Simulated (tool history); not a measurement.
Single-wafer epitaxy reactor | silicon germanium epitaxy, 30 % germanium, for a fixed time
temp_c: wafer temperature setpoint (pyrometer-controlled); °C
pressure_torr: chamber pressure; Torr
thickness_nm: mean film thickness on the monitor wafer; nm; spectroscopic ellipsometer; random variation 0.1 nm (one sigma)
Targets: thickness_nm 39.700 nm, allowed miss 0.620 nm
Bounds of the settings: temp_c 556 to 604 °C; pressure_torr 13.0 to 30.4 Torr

run,hour,temp_c,pressure_torr,thickness_nm
1,0.0,580,21.7,48.425
2,6.9,589,21.7,58.275
3,13.7,589,17.8,51.464
4,16.5,589,20.3,55.947
5,25.3,580,20.3,46.345
6,28.4,580,22.5,49.302
7,30.8,577,22.5,45.923
8,38.8,575,22.5,44.328
9,42.6,568,22.4,38.000

5 next moves are on the table. One of them brings every result within its allowed miss. Which?
A,46.4,567,25.4,?
B,46.4,568,23.3,?
C,46.4,572,22.1,?
D,46.4,567,21.1,?
E,46.4,570,21.6,?

move,thickness_nm
A,39.929
B,38.857
C,41.095
D,35.840
E,38.814
A: meets every target
B: nearer than the last run, and not there yet
C: takes the result that was furthest off past its target
D: further off than the last run
E: nearer than the last run, and not there yet
The right move is A.
